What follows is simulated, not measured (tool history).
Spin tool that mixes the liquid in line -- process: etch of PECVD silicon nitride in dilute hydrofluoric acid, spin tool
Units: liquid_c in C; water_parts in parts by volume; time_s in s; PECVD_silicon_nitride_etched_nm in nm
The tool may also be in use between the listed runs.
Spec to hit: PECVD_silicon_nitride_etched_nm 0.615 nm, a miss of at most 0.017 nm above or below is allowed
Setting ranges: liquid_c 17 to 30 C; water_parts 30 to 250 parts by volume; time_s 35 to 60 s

run	hour	liquid_c	water_parts	time_s	PECVD_silicon_nitride_etched_nm
1	0	22	140	60	0.74795
2	4.6	21	140	60	0.69848
3	7.3	23.5	140	60	0.83507
4	14.1	23.5	90	60	1.2921
5	16	21	90	60	1.083
6	22.3	19.5	100	60	0.87342
7	23.7	18.5	105	60	0.77468
8	30.6	17	125	60	0.58654
# hour 35.9: thermometer replaced
9	35.9	17.5	125	60	0.68621

Which one of the following 4 next-run settings gets every result inside its allowed miss? There is exactly one.
A	41.2	21.5	85	35	?
B	41.2	18	105	60	?
C	41.2	18	120	50	?
D	41.2	18	115	60	?

move	PECVD_silicon_nitride_etched_nm
A	0.7776
B	0.85392
C	0.62515
D	0.78178
A: moves away from the targets compared with the last run
B: moves away from the targets compared with the last run
C: meets every target
D: moves away from the targets compared with the last run
The right move is C.
